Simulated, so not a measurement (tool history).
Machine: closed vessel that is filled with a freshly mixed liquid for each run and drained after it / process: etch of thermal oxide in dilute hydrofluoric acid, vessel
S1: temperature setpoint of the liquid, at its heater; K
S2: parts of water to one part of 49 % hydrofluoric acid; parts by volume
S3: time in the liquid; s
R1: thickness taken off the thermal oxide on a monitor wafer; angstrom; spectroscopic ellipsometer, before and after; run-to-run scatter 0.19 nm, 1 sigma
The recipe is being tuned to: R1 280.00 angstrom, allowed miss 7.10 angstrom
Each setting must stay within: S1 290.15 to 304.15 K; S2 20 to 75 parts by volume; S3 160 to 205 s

{"run": 1, "hour": 0.0, "S1": 296.15, "S2": 45, "S3": 205, "R1": 186.57}
{"run": 2, "hour": 3.5, "S1": 297.65, "S2": 45, "S3": 205, "R1": 198.42}
{"run": 3, "hour": 9.6, "S1": 300.15, "S2": 45, "S3": 205, "R1": 220.83}
{"run": 4, "hour": 11.2, "S1": 301.65, "S2": 45, "S3": 205, "R1": 234.04}
{"run": 5, "hour": 20.1, "S1": 301.65, "S2": 45, "S3": 160, "R1": 184.04}
{"run": 6, "hour": 22.4, "S1": 301.65, "S2": 45, "S3": 160, "R1": 182.66}
{"hour": 27.6, "done": "thermometer replaced"}
{"run": 7, "hour": 27.6, "S1": 302.15, "S2": 40, "S3": 160, "R1": 224.84}
{"run": 8, "hour": 33.5, "S1": 302.65, "S2": 40, "S3": 160, "R1": 227.23}

Consider the 4 candidate settings below. Which is the only one whose results all fall within their allowed miss of target?
{"run": "A", "hour": 39.4, "S1": 302.15, "S2": 40, "S3": 200, "R1": "?"}
{"run": "B", "hour": 39.4, "S1": 304.15, "S2": 45, "S3": 200, "R1": "?"}
{"run": "C", "hour": 39.4, "S1": 303.65, "S2": 40, "S3": 200, "R1": "?"}
{"run": "D", "hour": 39.4, "S1": 300.15, "S2": 50, "S3": 185, "R1": "?"}

move=A R1=280.59
move=B R1=267.84
move=C R1=297.80
move=D R1=188.85
A: all results land within tolerance of their targets
B: gains on the last run, yet a result remains outside its allowed miss
C: carries the result that was furthest off beyond its target, to the other side
D: the biggest miss grows against the last run
Go with A: it meets all targets.
